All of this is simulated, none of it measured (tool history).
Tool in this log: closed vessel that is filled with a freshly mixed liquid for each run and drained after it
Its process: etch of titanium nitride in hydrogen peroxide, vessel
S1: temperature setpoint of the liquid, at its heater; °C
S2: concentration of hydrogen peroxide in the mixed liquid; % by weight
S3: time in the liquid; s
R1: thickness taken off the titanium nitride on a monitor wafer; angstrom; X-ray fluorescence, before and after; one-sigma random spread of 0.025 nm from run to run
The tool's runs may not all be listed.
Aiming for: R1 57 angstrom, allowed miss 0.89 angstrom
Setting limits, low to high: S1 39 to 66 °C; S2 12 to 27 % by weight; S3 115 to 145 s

{"run": 1, "hour": 0.0, "S1": 55, "S2": 18, "S3": 145, "R1": 48.473}
{"run": 2, "hour": 8.5, "S1": 52, "S2": 18, "S3": 145, "R1": 39.394}
{"run": 3, "hour": 11.9, "S1": 52.5, "S2": 18, "S3": 145, "R1": 40.977}
{"run": 4, "hour": 18.9, "S1": 53, "S2": 18, "S3": 145, "R1": 42.253}
{"run": 5, "hour": 23.1, "S1": 53, "S2": 20, "S3": 145, "R1": 43.184}
{"run": 6, "hour": 31.3, "S1": 53, "S2": 20, "S3": 145, "R1": 43.265}
{"run": 7, "hour": 34.8, "S1": 53.5, "S2": 20, "S3": 145, "R1": 45.005}
{"run": 8, "hour": 42.3, "S1": 54, "S2": 20, "S3": 145, "R1": 46.204}
{"run": 9, "hour": 45.2, "S1": 54.5, "S2": 20, "S3": 145, "R1": 47.886}
{"run": 10, "hour": 48.3, "S1": 54.5, "S2": 20, "S3": 145, "R1": 48.12}
{"run": 11, "hour": 53.9, "S1": 56, "S2": 20, "S3": 145, "R1": 53.592}
{"run": 12, "hour": 61.9, "S1": 56.5, "S2": 20, "S3": 145, "R1": 55.447}

Pick the move, out of 5, that brings all results within their allowed miss; only one does.
{"run": "A", "hour": 69.9, "S1": 56.5, "S2": 19.5, "S3": 140, "R1": "?"}
{"run": "B", "hour": 69.9, "S1": 56, "S2": 19, "S3": 145, "R1": "?"}
{"run": "C", "hour": 69.9, "S1": 57.5, "S2": 19.5, "S3": 140, "R1": "?"}
{"run": "D", "hour": 69.9, "S1": 58, "S2": 20, "S3": 130, "R1": "?"}
{"run": "E", "hour": 69.9, "S1": 56, "S2": 23, "S3": 145, "R1": "?"}

move=A R1=53.121
move=B R1=52.844
move=C R1=56.927
move=D R1=55.011
move=E R1=55.06
A: lands further from the targets than the last run did
B: lands further from the targets than the last run did
C: hits every target within its allowed miss
D: lands further from the targets than the last run did
E: lands further from the targets than the last run did
C is the move that brings every result within its allowed miss.

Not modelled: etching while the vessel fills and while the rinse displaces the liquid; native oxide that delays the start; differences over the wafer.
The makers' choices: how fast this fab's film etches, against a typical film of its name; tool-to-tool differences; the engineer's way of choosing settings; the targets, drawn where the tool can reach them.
